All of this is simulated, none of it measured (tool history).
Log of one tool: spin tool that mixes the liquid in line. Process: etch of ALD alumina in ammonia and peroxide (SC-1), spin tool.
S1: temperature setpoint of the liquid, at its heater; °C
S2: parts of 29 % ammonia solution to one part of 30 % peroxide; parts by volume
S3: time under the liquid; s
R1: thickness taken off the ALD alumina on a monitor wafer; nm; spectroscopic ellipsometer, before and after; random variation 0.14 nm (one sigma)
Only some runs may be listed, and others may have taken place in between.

| run | hour | S1 | S2 | S3 | R1 |
|---|---|---|---|---|---|
| 1 | 0.0 | 50.0 | 0.65 | 310 | 7.9845 |
| 2 | 6.2 | 50.0 | 0.75 | 310 | 7.9759 |
| 3 | 9.1 | 52.5 | 0.75 | 310 | 9.3076 |
| 4 | 10.5 | 54.5 | 0.75 | 310 | 10.3560 |
| 5 | 19.0 | 56.0 | 0.75 | 310 | 11.1570 |
| 6 | 22.6 | 56.0 | 0.60 | 310 | 10.9770 |

What will run 7 give?
| 7 | 24.3 | 57.5 | 0.60 | 310 | ? |

Run 7 came out at R1 11.7710 nm.

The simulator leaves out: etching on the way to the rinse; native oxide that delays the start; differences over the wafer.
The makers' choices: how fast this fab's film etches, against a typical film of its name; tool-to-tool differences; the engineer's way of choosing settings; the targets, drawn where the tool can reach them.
